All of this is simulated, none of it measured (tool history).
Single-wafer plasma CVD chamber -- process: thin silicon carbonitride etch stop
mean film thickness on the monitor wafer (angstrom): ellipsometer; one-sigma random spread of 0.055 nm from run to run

run,hour,RF power (kW),deposition time (s),mean film thickness on the monitor wafer (angstrom)
1,0,0.225,21.7,123.08
2,5.1,0.225,24.3,138.85
3,6.8,0.225,22.4,127.41
4,13.3,0.225,19.5,111.2
5,16.3,0.215,19.3,108.19
6,18.3,0.21,19.2,106.17
7,24.5,0.205,19.2,105.46

Run 8, settings as shown, results not yet in. Your forecast:
8,25.1,0.2,19.2,?

mean film thickness on the monitor wafer (angstrom): 105.38

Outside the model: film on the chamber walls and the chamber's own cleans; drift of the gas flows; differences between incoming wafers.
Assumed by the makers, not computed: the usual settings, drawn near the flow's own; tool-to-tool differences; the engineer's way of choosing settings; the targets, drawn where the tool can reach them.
